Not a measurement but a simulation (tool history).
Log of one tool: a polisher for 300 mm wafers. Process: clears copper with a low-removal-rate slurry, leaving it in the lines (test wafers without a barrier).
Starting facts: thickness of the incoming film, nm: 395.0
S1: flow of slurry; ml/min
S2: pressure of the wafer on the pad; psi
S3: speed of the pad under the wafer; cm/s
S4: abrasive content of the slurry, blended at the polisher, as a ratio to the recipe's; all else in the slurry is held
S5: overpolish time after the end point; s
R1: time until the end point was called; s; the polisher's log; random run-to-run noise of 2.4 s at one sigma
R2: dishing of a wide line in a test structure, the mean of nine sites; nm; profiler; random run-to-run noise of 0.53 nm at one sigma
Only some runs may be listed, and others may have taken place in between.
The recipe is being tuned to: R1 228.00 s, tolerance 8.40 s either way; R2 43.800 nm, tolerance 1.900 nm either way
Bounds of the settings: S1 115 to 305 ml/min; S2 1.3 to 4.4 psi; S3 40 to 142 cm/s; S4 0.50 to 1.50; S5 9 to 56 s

run	hour	S1	S2	S3	S4	S5	R1	R2
1	0.0	195	2.8	90	1.00	29	155.89	42.957
2	2.7	190	2.5	90	1.00	32	175.66	41.775
3	5.2	190	2.5	90	1.00	40	176.67	48.482
4	6.7	220	2.5	90	1.00	40	168.26	51.248
5	15.2	200	2.4	90	1.00	41	181.84	47.999
6	16.3	200	2.4	100	1.00	41	165.74	53.782
7	20.6	175	1.6	100	1.00	44	245.03	39.243
8	25.5	185	1.6	100	1.00	44	241.52	39.433
9	34.1	190	1.6	100	1.00	45	244.70	40.752
10	35.4	200	1.6	100	1.00	45	242.53	41.614
11	42.4	205	1.6	100	1.00	45	241.42	41.658
12	50.4	210	1.6	100	1.00	45	238.95	40.970

Exactly one of the 5 candidate moves below puts every result within its allowed miss. Which one?
A	58.4	230	1.5	110	1.05	40	?	?
B	58.4	220	1.6	94	1.15	43	?	?
C	58.4	215	1.6	94	1.00	51	?	?
D	58.4	185	1.5	110	1.15	47	?	?
E	58.4	220	1.5	104	1.05	43	?	?

move	R1	R2
A	229.83	39.359
B	247.72	39.503
C	254.60	44.060
D	233.16	43.978
E	243.56	39.794
A: the biggest miss grows against the last run
B: the biggest miss grows against the last run
C: puts the biggest miss on target and leaves a different result outside tolerance
D: every result lands within tolerance
E: the biggest miss grows against the last run
Go with D: it meets all targets.

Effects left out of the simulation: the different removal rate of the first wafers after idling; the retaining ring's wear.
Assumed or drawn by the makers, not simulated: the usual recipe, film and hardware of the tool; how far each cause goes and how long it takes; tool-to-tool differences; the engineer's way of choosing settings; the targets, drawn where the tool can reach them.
